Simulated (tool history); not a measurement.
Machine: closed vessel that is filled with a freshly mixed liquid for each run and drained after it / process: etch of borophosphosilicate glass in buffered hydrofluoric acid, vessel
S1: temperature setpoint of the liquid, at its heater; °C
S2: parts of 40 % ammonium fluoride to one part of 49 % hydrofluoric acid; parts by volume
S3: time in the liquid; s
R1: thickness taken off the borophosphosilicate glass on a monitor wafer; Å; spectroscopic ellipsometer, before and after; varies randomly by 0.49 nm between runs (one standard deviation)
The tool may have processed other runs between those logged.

run 1 hour=0.0 | S1=21.0 S2=17 S3=85 | R1=700.05
run 2 hour=5.6 | S1=17.5 S2=17 S3=85 | R1=582.21
run 3 hour=6.3 | S1=17.0 S2=17 S3=85 | R1=573.86
run 4 hour=12.9 | S1=17.0 S2=17 S3=95 | R1=637.76
run 5 hour=16.2 | S1=17.0 S2=17 S3=95 | R1=628.26
run 6 hour=22.9 | S1=18.0 S2=17 S3=95 | R1=667.37

The next listed run, before its measurement:
run 7 hour=25.4 | S1=18.5 S2=17 S3=95 | R1=?

For run 7 the tool returned R1 689.67 Å.
